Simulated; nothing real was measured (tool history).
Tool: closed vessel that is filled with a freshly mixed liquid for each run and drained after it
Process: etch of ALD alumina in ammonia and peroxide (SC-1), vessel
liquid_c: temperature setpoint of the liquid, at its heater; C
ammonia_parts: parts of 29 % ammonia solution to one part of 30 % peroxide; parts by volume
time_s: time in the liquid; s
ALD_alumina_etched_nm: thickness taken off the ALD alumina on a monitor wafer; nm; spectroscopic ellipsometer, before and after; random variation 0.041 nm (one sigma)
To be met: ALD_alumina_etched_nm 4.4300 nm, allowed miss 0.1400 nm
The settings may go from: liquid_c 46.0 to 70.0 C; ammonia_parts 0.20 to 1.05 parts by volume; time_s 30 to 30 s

{"run": 1, "day": 0.0, "liquid_c": 62.0, "ammonia_parts": 0.55, "time_s": 30, "ALD_alumina_etched_nm": 2.9552}
{"run": 2, "day": 0.229, "liquid_c": 63.5, "ammonia_parts": 0.55, "time_s": 30, "ALD_alumina_etched_nm": 3.2163}
{"run": 3, "day": 0.292, "liquid_c": 63.5, "ammonia_parts": 0.55, "time_s": 30, "ALD_alumina_etched_nm": 3.1827}
{"run": 4, "day": 0.421, "liquid_c": 59.5, "ammonia_parts": 0.55, "time_s": 30, "ALD_alumina_etched_nm": 2.6357}
{"run": 5, "day": 0.642, "liquid_c": 59.5, "ammonia_parts": 0.55, "time_s": 30, "ALD_alumina_etched_nm": 2.6153}
{"run": 6, "day": 0.771, "liquid_c": 61.5, "ammonia_parts": 0.55, "time_s": 30, "ALD_alumina_etched_nm": 2.8874}
{"run": 7, "day": 0.858, "liquid_c": 63.5, "ammonia_parts": 0.55, "time_s": 30, "ALD_alumina_etched_nm": 3.1727}
{"run": 8, "day": 1.225, "liquid_c": 65.0, "ammonia_parts": 0.6, "time_s": 30, "ALD_alumina_etched_nm": 3.4375}
{"run": 9, "day": 1.512, "liquid_c": 66.0, "ammonia_parts": 0.6, "time_s": 30, "ALD_alumina_etched_nm": 3.6196}
{"run": 10, "day": 1.829, "liquid_c": 67.0, "ammonia_parts": 0.6, "time_s": 30, "ALD_alumina_etched_nm": 3.8409}
{"run": 11, "day": 1.858, "liquid_c": 67.5, "ammonia_parts": 0.6, "time_s": 30, "ALD_alumina_etched_nm": 3.9251}
{"run": 12, "day": 2.117, "liquid_c": 68.0, "ammonia_parts": 0.6, "time_s": 30, "ALD_alumina_etched_nm": 4.0038}
{"run": 13, "day": 2.338, "liquid_c": 68.5, "ammonia_parts": 0.6, "time_s": 30, "ALD_alumina_etched_nm": 4.139}
{"run": 14, "day": 2.446, "liquid_c": 69.0, "ammonia_parts": 0.6, "time_s": 30, "ALD_alumina_etched_nm": 4.1455}

4 next moves are on the table. One of them brings every result within its allowed miss. Which?
{"run": "A", "day": 2.554, "liquid_c": 68.5, "ammonia_parts": 0.55, "time_s": 30, "ALD_alumina_etched_nm": "?"}
{"run": "B", "day": 2.554, "liquid_c": 68.0, "ammonia_parts": 0.65, "time_s": 30, "ALD_alumina_etched_nm": "?"}
{"run": "C", "day": 2.554, "liquid_c": 70.0, "ammonia_parts": 0.7, "time_s": 30, "ALD_alumina_etched_nm": "?"}
{"run": "D", "day": 2.554, "liquid_c": 67.0, "ammonia_parts": 0.6, "time_s": 30, "ALD_alumina_etched_nm": "?"}

move=A ALD_alumina_etched_nm=4.0176
move=B ALD_alumina_etched_nm=3.9835
move=C ALD_alumina_etched_nm=4.4184
move=D ALD_alumina_etched_nm=3.7652
A: further off than the last run
B: further off than the last run
C: meets every target
D: further off than the last run
Answer: C
